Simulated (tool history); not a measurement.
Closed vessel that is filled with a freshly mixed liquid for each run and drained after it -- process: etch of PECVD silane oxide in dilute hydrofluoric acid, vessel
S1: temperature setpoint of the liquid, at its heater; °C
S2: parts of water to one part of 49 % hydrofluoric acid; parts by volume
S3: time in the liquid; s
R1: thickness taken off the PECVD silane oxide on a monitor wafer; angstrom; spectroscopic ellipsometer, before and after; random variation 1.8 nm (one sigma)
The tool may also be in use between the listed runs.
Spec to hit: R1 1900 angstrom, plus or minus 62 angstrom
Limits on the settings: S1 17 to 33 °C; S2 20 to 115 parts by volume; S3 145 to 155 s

| run | hour | S1 | S2 | S3 | R1 |
|---|---|---|---|---|---|
| 1 | 0 | 25 | 65 | 145 | 714.93 |
| 2 | 4.1 | 25 | 65 | 145 | 716.74 |
| 3 | 9 | 25 | 85 | 145 | 535.54 |
| 4 | 13.7 | 26.5 | 70 | 145 | 713.32 |
| 5 | 16.7 | 29 | 70 | 145 | 776.78 |
| 6 | 23.4 | 30 | 60 | 145 | 957.02 |
| 7 | 31.3 | 30.5 | 50 | 145 | 1183.4 |
| 8 | 38.5 | 31 | 45 | 145 | 1342.1 |
| 9 | 47.1 | 31.5 | 40 | 145 | 1575.7 |

4 next moves are on the table. One of them brings every result within its allowed miss. Which?
| A | 55.7 | 32.5 | 40 | 155 | ? |
| B | 55.7 | 32 | 40 | 155 | ? |
| C | 55.7 | 33 | 35 | 155 | ? |
| D | 55.7 | 31 | 35 | 155 | ? |

| move | R1 |
|---|---|
| A | 1752 |
| B | 1718.2 |
| C | 2058.8 |
| D | 1903.5 |
A: closer than the last run, but not yet in spec
B: closer than the last run, but not yet in spec
C: pushes the last run's worst result past its target
D: every result lands within tolerance
So the answer is move D, the one that meets all the targets.

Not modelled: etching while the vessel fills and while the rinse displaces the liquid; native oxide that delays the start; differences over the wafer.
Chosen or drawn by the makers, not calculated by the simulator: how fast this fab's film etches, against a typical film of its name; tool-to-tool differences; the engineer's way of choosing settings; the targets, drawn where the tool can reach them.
